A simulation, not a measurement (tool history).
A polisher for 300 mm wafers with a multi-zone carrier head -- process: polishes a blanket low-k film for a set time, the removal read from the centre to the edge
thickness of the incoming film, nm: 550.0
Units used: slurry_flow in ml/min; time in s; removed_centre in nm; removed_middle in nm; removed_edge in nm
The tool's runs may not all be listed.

run	hour	slurry_flow	centre_zone	middle_zone	edge_zone	slurry_solids	time	removed_centre	removed_middle	removed_edge
1	0	285	1	1	1	1	45	25.886	25.365	26.13
2	4.6	285	1	0.98	0.98	0.9	44	23.702	22.965	23.468
3	5.3	280	1	0.95	0.96	0.8	44	22.292	20.91	22.088
4	13.9	280	1	0.95	0.96	0.6	44	18.769	17.779	18.238
5	20.9	280	1.07	0.95	0.96	0.6	44	20.263	17.535	18.38
6	29.5	280	1.07	0.88	0.96	0.6	44	19.99	17.23	18.173
7	31.8	275	1.07	0.87	0.96	0.6	44	19.676	16.363	18.675
8	39.9	275	1.06	0.87	0.94	0.6	44	19.696	16.853	18.111
9	45	255	1.01	0.81	0.91	0.5	43	16.548	13.732	15.162
10	45.7	270	1.02	0.82	0.92	0.5	43	16.618	14.079	15.56
11	47.4	280	1.03	0.83	0.92	0.5	43	16.639	13.903	15.927
12	49.2	280	1.04	0.84	0.93	0.5	43	16.866	14.124	15.768

Forecast run 13:
13	53.7	280	1.04	0.85	0.94	0.5	43	?	?	?

{"run 13": {"removed_centre": 17.068, "removed_middle": 14.217, "removed_edge": 15.679}}
